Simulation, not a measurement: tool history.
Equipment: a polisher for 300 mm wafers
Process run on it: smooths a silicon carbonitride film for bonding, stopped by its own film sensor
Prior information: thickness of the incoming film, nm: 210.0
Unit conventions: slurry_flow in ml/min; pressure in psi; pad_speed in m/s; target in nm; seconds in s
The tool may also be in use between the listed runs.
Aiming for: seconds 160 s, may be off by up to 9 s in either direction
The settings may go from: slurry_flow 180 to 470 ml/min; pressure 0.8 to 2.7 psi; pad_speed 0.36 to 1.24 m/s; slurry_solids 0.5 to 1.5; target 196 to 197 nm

run,day,slurry_flow,pressure,pad_speed,slurry_solids,target,seconds
1,0,300,1.7,0.8,1,196,75.869
2,0.092,300,2,0.8,1,196,65.02
3,0.35,300,1.9,0.76,1,196,70.888
4,0.542,300,1.8,0.74,1,196,77.537
5,0.625,300,1.8,0.6,1,196,87.43
6,0.879,300,2,0.6,1,196,83.362
7,1.238,300,1.9,0.58,1,196,87.952
8,1.504,300,1.8,0.56,1,196,94.045
9,1.625,300,1.7,0.54,1,196,101.45
10,1.754,300,1.6,0.54,1,196,108.05

Exercise: of the 5 proposed moves below, exactly one satisfies all targets within the stated allowed misses. Which move is it?
A,1.883,265,1.3,0.36,0.95,196,?
B,1.883,330,1.2,0.62,0.7,196,?
C,1.883,365,1.1,0.44,0.8,196,?
D,1.883,285,1.2,0.36,1,196,?
E,1.883,305,1.9,0.62,0.95,197,?

move,seconds
A,189.1
B,157.35
C,203.41
D,197.66
E,79.819
A: moves the result that the last run missed by most past its target, out the other side
B: each result inside its tolerance
C: moves the result that the last run missed by most past its target, out the other side
D: moves the result that the last run missed by most past its target, out the other side
E: its largest miss is bigger than the last run's
Move B is the one to make.
